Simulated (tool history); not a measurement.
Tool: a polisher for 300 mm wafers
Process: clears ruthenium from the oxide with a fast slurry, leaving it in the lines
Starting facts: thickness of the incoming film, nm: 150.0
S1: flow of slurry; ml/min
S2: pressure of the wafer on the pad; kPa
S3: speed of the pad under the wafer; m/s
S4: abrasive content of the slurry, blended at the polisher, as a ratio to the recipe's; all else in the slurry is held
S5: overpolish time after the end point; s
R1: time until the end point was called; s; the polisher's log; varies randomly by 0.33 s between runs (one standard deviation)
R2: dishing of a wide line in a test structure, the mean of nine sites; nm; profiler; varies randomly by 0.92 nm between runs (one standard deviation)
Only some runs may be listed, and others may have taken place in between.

{"run": 1, "hour": 0.0, "S1": 205, "S2": 20, "S3": 1.06, "S4": 1, "S5": 17, "R1": 34.748, "R2": 52.39}
{"run": 2, "hour": 2.6, "S1": 205, "S2": 16.5, "S3": 1.06, "S4": 1, "S5": 17, "R1": 40.161, "R2": 46.556}
{"run": 3, "hour": 5.5, "S1": 205, "S2": 18.6, "S3": 1.06, "S4": 1, "S5": 18, "R1": 37.029, "R2": 51.322}
{"run": 4, "hour": 6.5, "S1": 205, "S2": 20, "S3": 1.06, "S4": 1, "S5": 18, "R1": 34.922, "R2": 54.173}
{"run": 5, "hour": 12.6, "S1": 205, "S2": 21.4, "S3": 1.06, "S4": 1, "S5": 18, "R1": 32.23, "R2": 56.08}
{"run": 6, "hour": 18.1, "S1": 205, "S2": 22.1, "S3": 1.06, "S4": 1, "S5": 19, "R1": 31.563, "R2": 60.667}
{"run": 7, "hour": 22.0, "S1": 205, "S2": 22.8, "S3": 1.06, "S4": 1, "S5": 19, "R1": 30.325, "R2": 61.428}
{"run": 8, "hour": 24.0, "S1": 200, "S2": 28.3, "S3": 1.1, "S4": 1, "S5": 23, "R1": 25.023, "R2": 81.135}
{"run": 9, "hour": 32.4, "S1": 205, "S2": 28.3, "S3": 1.1, "S4": 1, "S5": 23, "R1": 24.889, "R2": 80.504}

Run 10 has not been measured yet. What should we expect?
{"run": 10, "hour": 33.6, "S1": 205, "S2": 29.6, "S3": 1.1, "S4": 1, "S5": 23, "R1": "?", "R2": "?"}

R1: 24.221 s
R2: 82.551 nm

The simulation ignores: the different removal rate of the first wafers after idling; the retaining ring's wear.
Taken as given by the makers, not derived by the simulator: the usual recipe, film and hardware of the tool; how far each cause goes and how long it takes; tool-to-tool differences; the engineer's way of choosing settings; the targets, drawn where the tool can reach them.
